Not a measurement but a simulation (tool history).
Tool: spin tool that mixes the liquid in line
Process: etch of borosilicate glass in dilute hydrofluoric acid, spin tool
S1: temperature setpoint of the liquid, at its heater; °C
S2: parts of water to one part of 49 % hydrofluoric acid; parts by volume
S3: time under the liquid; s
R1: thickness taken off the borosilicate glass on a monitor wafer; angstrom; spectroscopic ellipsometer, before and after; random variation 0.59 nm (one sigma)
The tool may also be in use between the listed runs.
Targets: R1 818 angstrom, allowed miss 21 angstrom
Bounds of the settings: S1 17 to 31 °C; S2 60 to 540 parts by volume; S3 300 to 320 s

| run | hour | S1 | S2 | S3 | R1 |
|---|---|---|---|---|---|
| 1 | 0 | 23 | 300 | 300 | 195.58 |
| 2 | 5 | 25 | 240 | 305 | 284.47 |
| 3 | 12.2 | 26.5 | 195 | 305 | 383.48 |
| 4 | 19.9 | 26.5 | 195 | 320 | 406.36 |
| 5 | 27.8 | 27.5 | 165 | 320 | 509.22 |
| 6 | 29.5 | 28.5 | 150 | 320 | 597.6 |
| 7 | 35.5 | 29 | 140 | 320 | 665.41 |
| 8 | 44.3 | 29.5 | 135 | 320 | 704.1 |
| 9 | 51.1 | 30 | 135 | 320 | 730.34 |
| 10 | 58.1 | 30.5 | 135 | 320 | 729.74 |
| 11 | 65.4 | 30.5 | 130 | 320 | 763.65 |

Which of these 5 next moves meets every target?
| A | 72.7 | 30.5 | 115 | 315 | ? |
| B | 72.7 | 27 | 110 | 305 | ? |
| C | 72.7 | 31 | 135 | 320 | ? |
| D | 72.7 | 31 | 130 | 320 | ? |
| E | 72.7 | 30.5 | 120 | 310 | ? |

| move | R1 |
|---|---|
| A | 860.94 |
| B | 769.37 |
| C | 738.04 |
| D | 771.71 |
| E | 806.35 |
A: takes the result that was furthest off past its target
B: nearer than the last run, and not there yet
C: further off than the last run
D: nearer than the last run, and not there yet
E: meets every target
Answer: E

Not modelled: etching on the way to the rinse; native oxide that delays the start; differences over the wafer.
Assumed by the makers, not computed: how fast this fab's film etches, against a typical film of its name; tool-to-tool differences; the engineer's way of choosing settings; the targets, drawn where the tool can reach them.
